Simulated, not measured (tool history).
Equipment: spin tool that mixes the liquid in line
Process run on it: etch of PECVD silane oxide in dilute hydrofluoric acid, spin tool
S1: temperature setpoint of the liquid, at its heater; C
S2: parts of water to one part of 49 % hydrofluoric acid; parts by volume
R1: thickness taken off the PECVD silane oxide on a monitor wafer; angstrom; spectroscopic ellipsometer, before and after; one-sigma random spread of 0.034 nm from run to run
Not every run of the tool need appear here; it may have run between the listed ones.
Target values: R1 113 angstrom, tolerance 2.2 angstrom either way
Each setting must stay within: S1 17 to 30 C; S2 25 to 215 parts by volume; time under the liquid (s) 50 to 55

run 1 hour=0 | S1=22 S2=120 time_under_the_liquid_(s)=50 | R1=124.83
run 2 hour=0.8 | S1=20 S2=120 time_under_the_liquid_(s)=50 | R1=115.42
run 3 hour=3.5 | S1=20 S2=155 time_under_the_liquid_(s)=50 | R1=85.581
run 4 hour=11 | S1=20 S2=155 time_under_the_liquid_(s)=55 | R1=94.924
run 5 hour=12.5 | S1=21.5 S2=155 time_under_the_liquid_(s)=55 | R1=100.41
run 6 hour=18.1 | S1=22.5 S2=155 time_under_the_liquid_(s)=55 | R1=104.56
run 7 hour=21.8 | S1=23 S2=155 time_under_the_liquid_(s)=55 | R1=106.25
run 8 hour=30.1 | S1=23.5 S2=155 time_under_the_liquid_(s)=55 | R1=108.85
run 9 hour=31.9 | S1=24 S2=155 time_under_the_liquid_(s)=55 | R1=111.11

Which single option among these 4 for the next run brings every result within its allowed miss of target? Just one does.
run A hour=33.7 | S1=21.5 S2=145 time_under_the_liquid_(s)=55 | R1=?
run B hour=33.7 | S1=24.5 S2=160 time_under_the_liquid_(s)=55 | R1=?
run C hour=33.7 | S1=25 S2=150 time_under_the_liquid_(s)=50 | R1=?
run D hour=33.7 | S1=25.5 S2=160 time_under_the_liquid_(s)=55 | R1=?

move=A R1=108.65
move=B R1=108.71
move=C R1=108.67
move=D R1=112.87
A: its largest miss is bigger than the last run's
B: its largest miss is bigger than the last run's
C: its largest miss is bigger than the last run's
D: every result within its allowed miss
The move that meets every target is D.
